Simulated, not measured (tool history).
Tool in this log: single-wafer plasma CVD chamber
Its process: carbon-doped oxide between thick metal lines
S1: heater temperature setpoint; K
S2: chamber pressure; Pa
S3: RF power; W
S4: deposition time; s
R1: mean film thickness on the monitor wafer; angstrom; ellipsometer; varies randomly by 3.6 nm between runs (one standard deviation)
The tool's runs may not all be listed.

run  hour      S1   S2   S3   S4      R1
  1     0  623.15  496  560  174  9347.3
  2     4  623.15  496  515  174  8867.6
  3  12.7  626.15  464  505  174  8681.8
  4  20.6  616.15  464  505  174  9007.9
  5    24  616.15  464  550  174  9330.6
  6  24.9  623.15  464  550  174  9175.3

For run 7, what comes out?
  7  30.9  626.15  443  530  174   ?

{"run 7": {"R1": 8903.8}}

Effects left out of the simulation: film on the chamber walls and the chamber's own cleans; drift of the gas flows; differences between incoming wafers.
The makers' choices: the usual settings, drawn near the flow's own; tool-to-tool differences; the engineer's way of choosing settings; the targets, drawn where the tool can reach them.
